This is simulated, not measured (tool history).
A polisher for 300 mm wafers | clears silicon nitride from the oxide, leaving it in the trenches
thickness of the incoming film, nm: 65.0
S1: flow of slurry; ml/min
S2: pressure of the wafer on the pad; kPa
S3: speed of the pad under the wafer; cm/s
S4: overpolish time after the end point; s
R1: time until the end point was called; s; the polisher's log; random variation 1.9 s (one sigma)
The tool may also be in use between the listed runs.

run,hour,S1,S2,S3,S4,R1
1,0.0,135,13.1,94,3,127.92
2,1.7,135,12.4,94,3,131.36
3,8.8,135,12.4,80,3,156.36
4,16.0,135,11.7,80,3,162.34
5,22.1,135,11.7,102,3,129.32
6,30.6,135,11.0,102,3,133.93
7,37.0,135,10.3,102,3,138.92

Run 8 comes next. What will it give?
8,40.4,135,10.3,102,3,?

Run 8 gave R1 138.31 s.

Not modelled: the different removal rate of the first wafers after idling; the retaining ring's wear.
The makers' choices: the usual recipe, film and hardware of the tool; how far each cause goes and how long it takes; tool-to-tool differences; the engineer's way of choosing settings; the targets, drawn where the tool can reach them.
